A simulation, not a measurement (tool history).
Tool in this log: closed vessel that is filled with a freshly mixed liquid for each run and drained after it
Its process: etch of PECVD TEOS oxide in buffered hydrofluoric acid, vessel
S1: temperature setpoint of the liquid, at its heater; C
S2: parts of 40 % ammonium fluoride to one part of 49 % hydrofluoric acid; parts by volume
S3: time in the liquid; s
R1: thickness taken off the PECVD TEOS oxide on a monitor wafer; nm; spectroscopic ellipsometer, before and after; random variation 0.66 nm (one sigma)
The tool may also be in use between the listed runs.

{"run": 1, "hour": 0.0, "S1": 23, "S2": 21, "S3": 30, "R1": 35.743}
{"run": 2, "hour": 3.9, "S1": 20, "S2": 21, "S3": 30, "R1": 30.272}
{"run": 3, "hour": 6.0, "S1": 20, "S2": 24.5, "S3": 30, "R1": 27.346}
{"run": 4, "hour": 9.4, "S1": 23.5, "S2": 19.5, "S3": 30, "R1": 39.149}
{"run": 5, "hour": 10.8, "S1": 26, "S2": 16, "S3": 30, "R1": 54.616}
{"run": 6, "hour": 12.2, "S1": 26, "S2": 16, "S3": 30, "R1": 54.486}
{"run": 7, "hour": 19.2, "S1": 27.5, "S2": 14.5, "S3": 30, "R1": 64.783}

Run 8, settings as shown, results not yet in. Your forecast:
{"run": 8, "hour": 28.1, "S1": 28.5, "S2": 13.5, "S3": 30, "R1": "?"}

Run 8 gave R1 74.592 nm.

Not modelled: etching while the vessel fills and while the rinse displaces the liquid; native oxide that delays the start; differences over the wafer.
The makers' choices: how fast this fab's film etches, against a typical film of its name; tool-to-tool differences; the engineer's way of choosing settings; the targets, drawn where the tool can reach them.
